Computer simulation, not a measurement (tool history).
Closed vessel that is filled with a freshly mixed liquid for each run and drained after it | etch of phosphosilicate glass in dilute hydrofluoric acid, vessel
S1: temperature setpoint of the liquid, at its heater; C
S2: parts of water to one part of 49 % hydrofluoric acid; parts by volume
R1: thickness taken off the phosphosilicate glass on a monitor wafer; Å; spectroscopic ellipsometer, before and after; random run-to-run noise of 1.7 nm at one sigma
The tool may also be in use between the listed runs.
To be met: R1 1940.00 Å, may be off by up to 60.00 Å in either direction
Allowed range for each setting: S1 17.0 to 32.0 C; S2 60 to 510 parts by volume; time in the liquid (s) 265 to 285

run 1 hour=0.0 | S1=24.0 S2=285 time_in_the_liquid_(s)=265 | R1=477.93
run 2 hour=6.0 | S1=25.0 S2=260 time_in_the_liquid_(s)=265 | R1=558.97
run 3 hour=9.2 | S1=25.0 S2=185 time_in_the_liquid_(s)=265 | R1=848.24
run 4 hour=16.5 | S1=25.5 S2=170 time_in_the_liquid_(s)=265 | R1=952.03
run 5 hour=17.4 | S1=24.0 S2=170 time_in_the_liquid_(s)=265 | R1=903.56
run 6 hour=20.7 | S1=24.0 S2=205 time_in_the_liquid_(s)=265 | R1=725.51
run 7 hour=29.5 | S1=25.0 S2=190 time_in_the_liquid_(s)=265 | R1=810.27
run 8 hour=33.0 | S1=25.5 S2=175 time_in_the_liquid_(s)=265 | R1=926.95
run 9 hour=42.0 | S1=26.0 S2=165 time_in_the_liquid_(s)=265 | R1=1013.60
run 10 hour=49.7 | S1=26.5 S2=160 time_in_the_liquid_(s)=265 | R1=1065.40
run 11 hour=58.8 | S1=27.0 S2=155 time_in_the_liquid_(s)=265 | R1=1127.30
-- hour=63.4 thermometer replaced
run 12 hour=63.4 | S1=27.5 S2=150 time_in_the_liquid_(s)=265 | R1=1260.40
run 13 hour=68.5 | S1=28.0 S2=150 time_in_the_liquid_(s)=265 | R1=1276.00
run 14 hour=75.8 | S1=28.5 S2=145 time_in_the_liquid_(s)=265 | R1=1357.60
run 15 hour=79.6 | S1=32.0 S2=90 time_in_the_liquid_(s)=265 | R1=2712.60

Of the 5 settings listed for the next run, only one would bring every result within its allowed miss of target. Which one?
run A hour=83.4 | S1=32.0 S2=135 time_in_the_liquid_(s)=285 | R1=?
run B hour=83.4 | S1=32.0 S2=75 time_in_the_liquid_(s)=280 | R1=?
run C hour=83.4 | S1=29.0 S2=110 time_in_the_liquid_(s)=270 | R1=?
run D hour=83.4 | S1=31.5 S2=125 time_in_the_liquid_(s)=270 | R1=?
run E hour=83.4 | S1=27.5 S2=100 time_in_the_liquid_(s)=270 | R1=?

move=A R1=1811.60
move=B R1=3498.90
move=C R1=1953.50
move=D R1=1846.30
move=E R1=2057.50
A: pushes the last run's worst result past its target
B: moves away from the targets compared with the last run
C: all results land within tolerance of their targets
D: pushes the last run's worst result past its target
E: moves toward the targets from the last run without getting all of them in spec
C is the move that brings every result within its allowed miss.

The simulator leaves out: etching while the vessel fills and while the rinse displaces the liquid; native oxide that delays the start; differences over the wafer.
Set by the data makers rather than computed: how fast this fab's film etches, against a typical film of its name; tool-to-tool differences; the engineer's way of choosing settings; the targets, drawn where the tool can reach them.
